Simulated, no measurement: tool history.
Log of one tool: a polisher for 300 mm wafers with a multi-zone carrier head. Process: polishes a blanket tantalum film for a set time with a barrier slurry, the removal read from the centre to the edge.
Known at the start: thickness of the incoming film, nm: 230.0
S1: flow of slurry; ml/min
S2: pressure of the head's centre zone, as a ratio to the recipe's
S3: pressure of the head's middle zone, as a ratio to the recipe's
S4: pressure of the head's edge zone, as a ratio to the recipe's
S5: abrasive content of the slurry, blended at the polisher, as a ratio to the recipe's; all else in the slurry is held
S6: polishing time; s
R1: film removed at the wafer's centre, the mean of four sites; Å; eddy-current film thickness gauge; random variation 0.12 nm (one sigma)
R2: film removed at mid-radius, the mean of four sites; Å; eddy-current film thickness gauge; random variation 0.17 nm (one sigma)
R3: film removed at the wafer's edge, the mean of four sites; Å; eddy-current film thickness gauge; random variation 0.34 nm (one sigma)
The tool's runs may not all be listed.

{"run": 1, "hour": 0.0, "S1": 225, "S2": 1, "S3": 1, "S4": 1, "S5": 1, "S6": 34, "R1": 469.48, "R2": 467.99, "R3": 498.36}
{"run": 2, "hour": 1.7, "S1": 215, "S2": 0.97, "S3": 0.98, "S4": 0.98, "S5": 0.9, "S6": 31, "R1": 407.97, "R2": 408.74, "R3": 439.76}
{"run": 3, "hour": 7.3, "S1": 215, "S2": 0.97, "S3": 0.98, "S4": 0.98, "S5": 0.9, "S6": 38, "R1": 498.96, "R2": 503.78, "R3": 528.24}
{"run": 4, "hour": 12.8, "S1": 215, "S2": 0.97, "S3": 0.98, "S4": 0.98, "S5": 0.9, "S6": 42, "R1": 546.16, "R2": 562.28, "R3": 599.17}
{"run": 5, "hour": 21.6, "S1": 215, "S2": 0.97, "S3": 0.98, "S4": 0.93, "S5": 0.9, "S6": 42, "R1": 541.86, "R2": 553.48, "R3": 594.76}
{"run": 6, "hour": 26.2, "S1": 200, "S2": 0.94, "S3": 0.97, "S4": 0.91, "S5": 0.85, "S6": 37, "R1": 457.6, "R2": 470.47, "R3": 489.29}
{"run": 7, "hour": 34.7, "S1": 190, "S2": 0.92, "S3": 0.96, "S4": 0.93, "S5": 0.8, "S6": 33, "R1": 392.69, "R2": 407.59, "R3": 433.73}
{"run": 8, "hour": 36.9, "S1": 145, "S2": 0.82, "S3": 0.91, "S4": 0.9, "S5": 0.55, "S6": 23, "R1": 219.36, "R2": 235.06, "R3": 265.56}

Run 9 comes next. What will it give?
{"run": 9, "hour": 39.2, "S1": 145, "S2": 0.82, "S3": 0.92, "S4": 0.9, "S5": 0.55, "S6": 22, "R1": "?", "R2": "?", "R3": "?"}

R1: 209.71 Å
R2: 225.57 Å
R3: 256.19 Å
